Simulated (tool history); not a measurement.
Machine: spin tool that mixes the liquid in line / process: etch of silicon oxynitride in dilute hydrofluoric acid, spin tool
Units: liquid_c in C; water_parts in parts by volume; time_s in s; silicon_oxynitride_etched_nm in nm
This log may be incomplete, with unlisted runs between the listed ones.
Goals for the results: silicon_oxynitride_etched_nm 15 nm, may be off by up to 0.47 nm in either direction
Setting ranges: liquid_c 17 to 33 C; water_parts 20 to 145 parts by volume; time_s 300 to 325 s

run	day	liquid_c	water_parts	time_s	silicon_oxynitride_etched_nm
1	0	25	80	300	5.9135
2	0.154	27.5	65	300	8.3154
3	0.408	27.5	65	300	8.2918
4	0.646	29	55	300	10.592
5	0.921	32	55	300	12.248
6	0.988	32.5	50	300	13.846
7	1.342	33	50	300	13.975
# day 1.679: hydrofluoric acid flow meter replaced
8	1.679	33	45	300	16.596

Exactly one of the 5 candidate moves below puts every result within its allowed miss. Which one?
A	2.017	33	55	310	?
B	2.017	33	55	300	?
C	2.017	31.5	40	320	?
D	2.017	33	45	325	?
E	2.017	29	45	325	?

move	silicon_oxynitride_etched_nm
A	13.961
B	13.511
C	18.808
D	18.095
E	15.03
A: moves the result that the last run missed by most past its target, out the other side
B: moves the result that the last run missed by most past its target, out the other side
C: the biggest miss grows against the last run
D: the biggest miss grows against the last run
E: all results land within tolerance of their targets
E meets every target.

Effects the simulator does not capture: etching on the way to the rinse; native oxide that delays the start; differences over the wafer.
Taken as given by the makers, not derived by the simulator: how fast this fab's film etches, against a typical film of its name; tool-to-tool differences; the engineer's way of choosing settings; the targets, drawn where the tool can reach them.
